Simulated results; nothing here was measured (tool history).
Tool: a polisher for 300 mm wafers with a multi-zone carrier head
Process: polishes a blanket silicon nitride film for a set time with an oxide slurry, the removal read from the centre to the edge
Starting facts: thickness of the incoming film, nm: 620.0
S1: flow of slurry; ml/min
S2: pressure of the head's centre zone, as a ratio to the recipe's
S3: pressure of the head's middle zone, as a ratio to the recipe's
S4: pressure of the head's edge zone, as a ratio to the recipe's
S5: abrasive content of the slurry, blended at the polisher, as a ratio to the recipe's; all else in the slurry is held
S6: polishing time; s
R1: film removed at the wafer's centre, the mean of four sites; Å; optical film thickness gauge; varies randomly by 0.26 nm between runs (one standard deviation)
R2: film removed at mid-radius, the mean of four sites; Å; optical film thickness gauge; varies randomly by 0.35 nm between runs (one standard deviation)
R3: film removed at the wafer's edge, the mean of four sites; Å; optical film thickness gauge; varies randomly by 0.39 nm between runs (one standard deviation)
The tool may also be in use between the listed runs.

run 1 hour=0.0 | S1=145 S2=1.00 S3=1.00 S4=1.00 S5=1.00 S6=88 | R1=468.29 R2=473.15 R3=467.60
run 2 hour=6.7 | S1=145 S2=1.00 S3=1.00 S4=0.96 S5=1.00 S6=88 | R1=471.01 R2=475.71 R3=456.73
run 3 hour=10.9 | S1=145 S2=0.92 S3=1.00 S4=0.96 S5=1.00 S6=88 | R1=428.78 R2=464.76 R3=452.00
run 4 hour=16.8 | S1=145 S2=0.92 S3=1.00 S4=1.04 S5=1.00 S6=88 | R1=428.23 R2=474.10 R3=468.86
run 5 hour=17.4 | S1=145 S2=0.84 S3=1.00 S4=1.04 S5=1.00 S6=88 | R1=393.37 R2=467.50 R3=479.98
run 6 hour=25.5 | S1=140 S2=0.85 S3=1.00 S4=0.99 S5=0.90 S6=88 | R1=371.49 R2=439.95 R3=429.20
run 7 hour=29.5 | S1=130 S2=0.85 S3=0.98 S4=0.95 S5=0.90 S6=88 | R1=367.64 R2=431.82 R3=421.72
run 8 hour=31.6 | S1=125 S2=0.85 S3=0.96 S4=0.92 S5=0.85 S6=88 | R1=347.85 R2=396.66 R3=401.58
-- hour=36.4 worn pad replaced by a new one
run 9 hour=36.4 | S1=125 S2=0.85 S3=0.96 S4=0.92 S5=0.85 S6=88 | R1=401.49 R2=458.96 R3=465.31

Predict the results of run 10:
run 10 hour=45.3 | S1=120 S2=0.89 S3=0.99 S4=0.96 S5=0.75 S6=87 | R1=? R2=? R3=?

{"run 10": {"R1": 376.07, "R2": 433.33, "R3": 423.93}}
